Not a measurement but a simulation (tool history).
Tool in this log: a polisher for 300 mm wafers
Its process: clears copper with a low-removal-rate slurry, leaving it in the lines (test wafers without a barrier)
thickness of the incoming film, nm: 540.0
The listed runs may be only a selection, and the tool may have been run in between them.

run	hour	flow of slurry (ml/min)	pressure of the wafer on the pad (kPa)	speed of the pad under the wafer (cm/s)	abrasive content of the slurry	overpolish time after the end point (s)	time until the end point was called (s)	dishing of a wide line in a test structure (Å)
1	0	165	27.6	136	1	19	80.685	703.44
2	2.3	165	21.4	136	1	19	104.51	578.95
3	9.8	165	21.4	114	1	19	121.59	501.73
4	13.4	165	21.4	114	1	12	120.62	344.01
5	15.1	165	21.4	114	0.8	12	130.29	321.53
6	17.2	165	21.4	114	0.6	12	141	298.97

Run 7, settings as shown, results not yet in. Your forecast:
7	17.9	165	20.7	114	0.6	12	?	?

time until the end point was called (s): 144.74
dishing of a wide line in a test structure (Å): 310.56
